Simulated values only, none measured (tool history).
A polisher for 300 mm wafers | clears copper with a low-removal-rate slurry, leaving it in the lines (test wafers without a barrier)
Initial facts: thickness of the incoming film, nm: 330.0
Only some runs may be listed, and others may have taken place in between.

| run | hour | flow of slurry (ml/min) | pressure of the wafer on the pad (psi) | speed of the pad under the wafer (cm/s) | abrasive content of the slurry | overpolish time after the end point (s) | time until the end point was called (s) | dishing of a wide line in a test structure (angstrom) |
|---|---|---|---|---|---|---|---|---|
| 1 | 0 | 140 | 2.2 | 106 | 1 | 9 | 163.49 | 135.74 |
| 2 | 5.8 | 135 | 2.3 | 106 | 1 | 10 | 158.14 | 153.98 |
| 3 | 7.5 | 135 | 2.4 | 106 | 1 | 10 | 152.17 | 163.02 |
| 4 | 8.3 | 135 | 2.4 | 106 | 1 | 7 | 150.68 | 115.75 |
| 5 | 10.6 | 135 | 3 | 106 | 1 | 7 | 122.82 | 143.98 |
| 6 | 16.3 | 135 | 3 | 126 | 1 | 7 | 103.1 | 170.54 |
| 7 | 22.3 | 105 | 2.5 | 126 | 1 | 11 | 131.75 | 202.23 |
| 8 | 25.1 | 110 | 2.5 | 126 | 1 | 12 | 128.4 | 219.57 |
| 9 | 34.1 | 105 | 2.5 | 126 | 1 | 13 | 134.61 | 238.93 |

What will run 10 give?
| 10 | 38.9 | 110 | 2.5 | 126 | 1 | 13 | ? | ? |

time until the end point was called (s): 130.68
dishing of a wide line in a test structure (angstrom): 235.14
